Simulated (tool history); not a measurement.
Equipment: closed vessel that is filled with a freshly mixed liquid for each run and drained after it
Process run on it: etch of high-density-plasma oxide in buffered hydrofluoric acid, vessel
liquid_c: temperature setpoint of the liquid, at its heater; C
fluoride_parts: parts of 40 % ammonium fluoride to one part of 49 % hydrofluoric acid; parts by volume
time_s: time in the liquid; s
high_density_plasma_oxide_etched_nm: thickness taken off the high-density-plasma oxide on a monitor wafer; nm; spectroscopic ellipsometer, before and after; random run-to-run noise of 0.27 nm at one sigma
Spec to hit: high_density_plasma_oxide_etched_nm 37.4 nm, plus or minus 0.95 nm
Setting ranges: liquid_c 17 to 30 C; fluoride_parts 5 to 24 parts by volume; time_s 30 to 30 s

run	hour	liquid_c	fluoride_parts	time_s	high_density_plasma_oxide_etched_nm
1	0	22	14.5	30	21.227
2	2.2	22	14.5	30	20.951
3	3.7	23	14	30	23.233
4	10.4	23	14	30	23.189
5	18.5	21.5	14	30	21.387
6	20.8	21.5	11	30	26.997
7	22.8	22.5	11	30	28.896
8	26.4	23	11	30	29.201
9	35.4	23.5	11	30	30.627

Consider the 4 candidate settings below. Which is the only one whose results all fall within their allowed miss of target?
A	44.4	23.5	9	30	?
B	44.4	21	7.5	30	?
C	44.4	22	8.5	30	?
D	44.4	21	8	30	?

move	high_density_plasma_oxide_etched_nm
A	35.749
B	37.953
C	35.029
D	35.393
A: moves toward the targets from the last run without getting all of them in spec
B: all results land within tolerance of their targets
C: moves toward the targets from the last run without getting all of them in spec
D: moves toward the targets from the last run without getting all of them in spec
Move B is the one to make.
